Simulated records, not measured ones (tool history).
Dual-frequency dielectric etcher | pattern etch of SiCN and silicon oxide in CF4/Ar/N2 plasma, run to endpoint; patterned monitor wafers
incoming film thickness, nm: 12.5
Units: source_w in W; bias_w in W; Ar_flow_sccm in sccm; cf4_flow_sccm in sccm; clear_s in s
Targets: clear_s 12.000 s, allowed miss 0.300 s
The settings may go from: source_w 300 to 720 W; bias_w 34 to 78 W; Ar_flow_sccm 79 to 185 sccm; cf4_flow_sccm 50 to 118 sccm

run	hour	source_w	bias_w	Ar_flow_sccm	cf4_flow_sccm	clear_s
1	0.0	510	56	132	84	15.640
2	7.9	510	56	117	84	15.320
3	16.3	450	56	117	84	17.327
4	25.1	450	48	117	84	17.854
5	31.4	450	54	117	84	17.394
6	36.1	480	54	117	84	16.451
7	40.5	580	57	115	85	13.287
8	48.8	590	57	115	85	13.052

5 next moves are on the table. One of them brings every result within its allowed miss. Which?
A	57.1	670	58	102	86	?
B	57.1	550	57	106	86	?
C	57.1	680	58	116	94	?
D	57.1	680	50	133	85	?
E	57.1	670	58	105	93	?

move	clear_s
A	11.173
B	13.767
C	11.096
D	11.968
E	11.084
A: takes the result that was furthest off past its target
B: further off than the last run
C: takes the result that was furthest off past its target
D: meets every target
E: takes the result that was furthest off past its target
Move D is the one to make.
